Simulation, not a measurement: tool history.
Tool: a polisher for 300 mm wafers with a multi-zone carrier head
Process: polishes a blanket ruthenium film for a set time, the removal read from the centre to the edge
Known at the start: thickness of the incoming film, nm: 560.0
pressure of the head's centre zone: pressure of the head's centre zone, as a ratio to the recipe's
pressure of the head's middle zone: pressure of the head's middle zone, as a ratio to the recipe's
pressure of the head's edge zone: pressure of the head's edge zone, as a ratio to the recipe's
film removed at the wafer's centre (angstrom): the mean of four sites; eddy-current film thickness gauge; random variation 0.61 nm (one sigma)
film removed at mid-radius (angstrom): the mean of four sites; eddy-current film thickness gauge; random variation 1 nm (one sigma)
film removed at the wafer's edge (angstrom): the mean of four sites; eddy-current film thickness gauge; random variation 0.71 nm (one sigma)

run	hour	flow of slurry (ml/min)	pressure of the head's centre zone	pressure of the head's middle zone	pressure of the head's edge zone	polishing time (s)	film removed at the wafer's centre (angstrom)	film removed at mid-radius (angstrom)	film removed at the wafer's edge (angstrom)
1	0.0	295	1.00	1.00	1.00	82	1126.50	1272.00	1284.30
2	4.4	295	1.00	1.00	1.00	91	1232.50	1425.00	1418.20
3	9.5	295	1.00	1.00	0.97	91	1225.10	1380.00	1393.20
4	17.1	335	1.00	1.00	0.97	91	1238.80	1397.10	1403.40
5	21.4	335	1.03	1.00	0.97	91	1273.00	1385.30	1418.60
# hour 27.6: centre zone pressure recalibrated
6	27.6	325	0.98	0.98	0.92	73	1108.20	1112.50	1092.30
7	34.6	275	0.92	0.96	0.97	61	855.80	907.13	934.13
8	43.3	245	0.83	0.94	0.87	38	470.14	543.36	541.67

Forecast run 9:
9	44.9	330	0.91	1.02	0.97	38	?	?	?

Run 9 gave film removed at the wafer's centre (angstrom) 528.79, film removed at mid-radius (angstrom) 600.87, film removed at the wafer's edge (angstrom) 583.78.
